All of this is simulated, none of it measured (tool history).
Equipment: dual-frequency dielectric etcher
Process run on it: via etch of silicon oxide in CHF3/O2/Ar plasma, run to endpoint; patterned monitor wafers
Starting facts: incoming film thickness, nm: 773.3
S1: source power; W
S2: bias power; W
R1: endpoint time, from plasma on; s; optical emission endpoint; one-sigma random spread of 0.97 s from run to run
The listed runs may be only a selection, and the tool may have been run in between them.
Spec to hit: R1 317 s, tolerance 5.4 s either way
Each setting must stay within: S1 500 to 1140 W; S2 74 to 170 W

| run | hour | S1 | S2 | R1 |
|---|---|---|---|---|
| 1 | 0 | 820 | 122 | 366.71 |
| 2 | 2 | 820 | 107 | 380.44 |
| 3 | 4.6 | 820 | 114 | 374.18 |
| 4 | 8 | 890 | 117 | 355.92 |
| 5 | 11.8 | 800 | 117 | 376.31 |
| 6 | 14.6 | 800 | 128 | 369.49 |
| 7 | 23.5 | 860 | 129 | 351.52 |
| 8 | 27.5 | 860 | 129 | 353.09 |

Exactly one of the 5 candidate moves below puts every result within its allowed miss. Which one?
| A | 31.5 | 710 | 141 | ? |
| B | 31.5 | 1020 | 139 | ? |
| C | 31.5 | 800 | 128 | ? |
| D | 31.5 | 1090 | 138 | ? |
| E | 31.5 | 760 | 127 | ? |

| move | R1 |
|---|---|
| A | 382.54 |
| B | 318.7 |
| C | 368.35 |
| D | 309.12 |
| E | 379.28 |
A: misses by more than the last run did
B: each result inside its tolerance
C: misses by more than the last run did
D: moves the result that the last run missed by most past its target, out the other side
E: misses by more than the last run did
B is the move that brings every result within its allowed miss.
